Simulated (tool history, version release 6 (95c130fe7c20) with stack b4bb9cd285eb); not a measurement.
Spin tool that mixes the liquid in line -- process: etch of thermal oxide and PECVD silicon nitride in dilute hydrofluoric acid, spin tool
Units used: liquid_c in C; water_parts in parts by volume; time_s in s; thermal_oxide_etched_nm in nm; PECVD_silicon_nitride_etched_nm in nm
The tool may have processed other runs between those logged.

run,hour,liquid_c,water_parts,time_s,thermal_oxide_etched_nm,PECVD_silicon_nitride_etched_nm
1,0,21,100,180,7.4124,3.8608
2,5.8,21,120,180,6.0729,3.2514
3,7.8,21.5,115,180,6.4802,3.4836
4,16,21.5,150,180,4.8069,2.6572
5,24.7,21.5,175,180,4.0019,2.2787
6,29,19.5,175,180,3.7053,2.0075
7,37.9,20.5,160,180,4.2765,2.3688
8,46.8,24.5,120,175,6.7567,3.9954
9,48.2,24.5,115,175,7.1045,4.1351
10,55.8,24.5,110,175,7.4358,4.3468

Run 11, settings as shown, results not yet in. Your forecast:
11,58.9,24.5,105,175,?,?

thermal_oxide_etched_nm: 7.9226 nm
PECVD_silicon_nitride_etched_nm: 4.4982 nm
